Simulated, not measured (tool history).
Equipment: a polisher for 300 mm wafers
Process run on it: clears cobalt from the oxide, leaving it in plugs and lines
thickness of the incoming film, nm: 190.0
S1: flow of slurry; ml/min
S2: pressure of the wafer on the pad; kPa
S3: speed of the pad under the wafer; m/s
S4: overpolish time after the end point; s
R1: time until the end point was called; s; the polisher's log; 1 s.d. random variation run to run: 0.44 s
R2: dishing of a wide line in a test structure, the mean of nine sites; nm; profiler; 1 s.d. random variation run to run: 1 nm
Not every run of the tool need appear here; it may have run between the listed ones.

| run | hour | S1 | S2 | S3 | S4 | R1 | R2 |
|---|---|---|---|---|---|---|---|
| 1 | 0.0 | 150 | 12.4 | 1.14 | 15 | 42.959 | 42.317 |
| 2 | 8.1 | 150 | 12.4 | 1.14 | 18 | 41.885 | 47.868 |
| 3 | 9.5 | 150 | 12.4 | 1.14 | 21 | 44.073 | 50.376 |
| 4 | 16.4 | 150 | 11.0 | 1.14 | 21 | 46.783 | 47.453 |
| 5 | 24.8 | 180 | 11.0 | 1.14 | 21 | 46.133 | 48.680 |
| 6 | 31.2 | 200 | 11.0 | 1.14 | 21 | 45.382 | 50.272 |

What will run 7 give?
| 7 | 38.6 | 200 | 11.0 | 1.14 | 21 | ? | ? |

{"run 7": {"R1": 44.821, "R2": 49.836}}
